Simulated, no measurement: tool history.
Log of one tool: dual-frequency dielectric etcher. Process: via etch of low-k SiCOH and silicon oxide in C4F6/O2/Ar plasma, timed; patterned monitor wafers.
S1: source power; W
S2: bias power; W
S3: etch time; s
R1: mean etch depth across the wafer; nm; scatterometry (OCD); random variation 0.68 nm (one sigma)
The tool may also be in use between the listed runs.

Run 1, hour 0.0: S1 320 W, S2 248 W, S3 56.0 s. Result: R1 145.71 nm.
Run 2, hour 2.8: S1 320 W, S2 273 W, S3 56.0 s. Result: R1 151.66 nm.
Run 3, hour 3.4: S1 320 W, S2 273 W, S3 56.0 s. Result: R1 152.20 nm.
Run 4, hour 12.1: S1 280 W, S2 263 W, S3 56.0 s. Result: R1 143.62 nm.
Run 5, hour 18.2: S1 280 W, S2 219 W, S3 56.0 s. Result: R1 136.20 nm.
Run 6, hour 23.2: S1 280 W, S2 219 W, S3 58.5 s. Result: R1 141.24 nm.

The next listed run, before its measurement:
Run 7, hour 24.9: S1 280 W, S2 219 W, S3 58.5 s. Result: R1 ?.

{"run 7": {"R1": 142.44}}
